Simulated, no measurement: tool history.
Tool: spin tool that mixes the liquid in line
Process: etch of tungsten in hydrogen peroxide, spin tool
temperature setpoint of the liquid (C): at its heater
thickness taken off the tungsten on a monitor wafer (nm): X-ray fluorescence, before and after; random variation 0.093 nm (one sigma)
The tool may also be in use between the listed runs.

run  hour  temperature setpoint of the liquid (C)  concentration of hydrogen peroxide in the mixed liquid (% by weight)  time under the liquid (s)  thickness taken off the tungsten on a monitor wafer (nm)
  1     0                                      45                                                                  17.5                         45                                                    24.448
  2   4.4                                      45                                                                  14.5                         45                                                    22.316
  3  11.1                                    43.5                                                                  14.5                         45                                                    20.308
  4  18.8                                    43.5                                                                  14.5                         45                                                    20.371
  5  23.8                                    42.5                                                                  14.5                         45                                                    19.147
  6    31                                    42.5                                                                    17                         45                                                    20.653
  7  35.7                                    41.5                                                                  16.5                         45                                                    19.297
  8  39.2                                    40.5                                                                    16                         45                                                    17.596
  9  42.8                                    39.5                                                                    16                         45                                                     16.22
 10  43.5                                    38.5                                                                    16                         45                                                     15.36
 11  45.7                                    38.5                                                                    16                         45                                                    15.614

The next listed run, before its measurement:
 12  46.4                                      38                                                                  15.5                         45                                                         ?

{"run 12": {"thickness taken off the tungsten on a monitor wafer (nm)": 14.8}}
